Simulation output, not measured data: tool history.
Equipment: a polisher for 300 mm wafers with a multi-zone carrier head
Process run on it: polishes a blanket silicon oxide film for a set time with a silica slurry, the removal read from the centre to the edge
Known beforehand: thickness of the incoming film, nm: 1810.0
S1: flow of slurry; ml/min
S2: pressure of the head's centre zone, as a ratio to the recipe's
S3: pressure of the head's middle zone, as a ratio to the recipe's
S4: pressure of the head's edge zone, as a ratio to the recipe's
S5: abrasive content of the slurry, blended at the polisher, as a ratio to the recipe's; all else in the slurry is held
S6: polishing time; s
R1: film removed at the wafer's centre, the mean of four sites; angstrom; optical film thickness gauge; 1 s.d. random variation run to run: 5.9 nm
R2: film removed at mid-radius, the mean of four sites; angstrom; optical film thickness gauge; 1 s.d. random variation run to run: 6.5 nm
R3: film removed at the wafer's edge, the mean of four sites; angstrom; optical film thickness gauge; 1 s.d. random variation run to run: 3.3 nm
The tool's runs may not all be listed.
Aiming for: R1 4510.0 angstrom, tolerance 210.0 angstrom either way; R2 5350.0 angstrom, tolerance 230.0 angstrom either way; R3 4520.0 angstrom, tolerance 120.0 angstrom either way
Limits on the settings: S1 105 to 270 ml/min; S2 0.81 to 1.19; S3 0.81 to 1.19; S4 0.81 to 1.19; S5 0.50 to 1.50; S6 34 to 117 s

run,hour,S1,S2,S3,S4,S5,S6,R1,R2,R3
1,0.0,175,1.00,1.00,1.00,1.00,75,3164.3,3190.5,3301.4
2,4.6,175,1.00,1.05,1.00,1.00,75,3147.2,3417.0,3299.2
3,10.3,185,1.02,1.08,1.02,1.10,75,3425.6,3715.6,3555.5
4,18.0,195,1.02,1.10,1.02,1.15,75,3630.8,3937.4,3696.1
5,24.7,205,1.01,1.12,1.01,1.20,75,3734.3,4123.4,3728.6
6,25.6,205,1.01,1.12,1.01,1.20,62,2999.2,3421.3,3096.6
7,30.5,215,1.01,1.13,1.01,1.25,65,3217.1,3675.6,3296.7
8,32.8,220,1.01,1.14,1.01,1.30,68,3476.2,4018.0,3532.3
9,39.4,220,1.01,1.14,1.01,1.30,68,3433.9,3963.3,3525.6
10,40.9,225,1.01,1.15,1.01,1.35,70,3718.4,4308.2,3759.7
11,48.2,230,1.01,1.16,1.02,1.40,71,3823.3,4289.9,3812.8
12,55.6,230,1.00,1.17,1.01,1.40,73,3829.2,4524.4,3966.3
13,62.9,235,1.00,1.17,1.00,1.40,74,3937.4,4685.7,3986.7
14,68.4,240,1.00,1.17,1.00,1.40,75,3986.9,4691.3,3969.2
15,69.6,240,1.00,1.17,1.00,1.40,76,3903.3,4706.9,4077.1
16,73.0,240,1.00,1.17,1.00,1.40,76,3956.4,4757.0,4159.0
17,74.0,240,1.01,1.17,0.99,1.40,77,4211.2,4795.8,4121.2
18,79.2,240,1.01,1.17,0.99,1.40,78,4218.0,4910.3,4227.6
19,84.1,240,1.01,1.17,0.99,1.40,78,4203.5,4858.9,4127.1
20,91.9,240,1.01,1.17,0.99,1.40,79,4122.6,5029.6,4231.5
21,93.0,240,1.02,1.18,1.00,1.45,80,4363.4,5093.2,4410.3

Which one of the following 5 next-run settings gets every result inside its allowed miss? There is exactly one.
A,94.1,230,1.05,1.06,1.05,1.35,86,?,?,?
B,94.1,215,0.97,1.06,1.18,1.50,81,?,?,?
C,94.1,240,1.03,1.19,1.01,1.50,81,?,?,?
D,94.1,200,1.06,1.12,0.95,1.40,83,?,?,?
E,94.1,200,1.08,1.13,1.05,1.45,83,?,?,?

move,R1,R2,R3
A,4645.7,4849.8,4718.4
B,4215.6,4732.8,4896.5
C,4525.6,5302.2,4567.9
D,4498.5,4889.9,4341.8
E,4643.6,4999.2,4623.7
A: its largest miss is bigger than the last run's
B: its largest miss is bigger than the last run's
C: in spec on every target
D: its largest miss is bigger than the last run's
E: its largest miss is bigger than the last run's
The right move is C.
